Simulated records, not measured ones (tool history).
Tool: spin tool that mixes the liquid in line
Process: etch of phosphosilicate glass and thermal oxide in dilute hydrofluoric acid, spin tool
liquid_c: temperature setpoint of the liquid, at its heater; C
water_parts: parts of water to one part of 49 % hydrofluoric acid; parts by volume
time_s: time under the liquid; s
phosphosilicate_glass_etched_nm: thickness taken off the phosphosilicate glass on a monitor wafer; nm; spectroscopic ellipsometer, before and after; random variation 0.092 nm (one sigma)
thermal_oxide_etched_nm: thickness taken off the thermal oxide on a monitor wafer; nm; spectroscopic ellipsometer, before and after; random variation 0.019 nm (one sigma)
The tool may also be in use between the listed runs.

run,hour,liquid_c,water_parts,time_s,phosphosilicate_glass_etched_nm,thermal_oxide_etched_nm
1,0.0,23.0,100,55,42.848,2.5972
2,8.8,24.5,100,55,45.335,2.7330
3,13.9,24.5,100,40,33.031,2.0100
4,17.2,23.0,105,40,29.738,1.8217
5,25.2,23.0,105,60,44.595,2.7571
6,33.9,22.0,115,60,38.329,2.3066
7,42.3,21.0,125,60,33.556,2.0052
8,47.7,20.5,130,60,31.389,1.9175
9,54.3,20.0,135,60,29.552,1.7644
10,63.0,19.5,140,60,27.829,1.6752

The next listed run, before its measurement:
11,65.2,19.0,145,60,?,?

Run 11 gave phosphosilicate_glass_etched_nm 25.947 nm, thermal_oxide_etched_nm 1.5943 nm.

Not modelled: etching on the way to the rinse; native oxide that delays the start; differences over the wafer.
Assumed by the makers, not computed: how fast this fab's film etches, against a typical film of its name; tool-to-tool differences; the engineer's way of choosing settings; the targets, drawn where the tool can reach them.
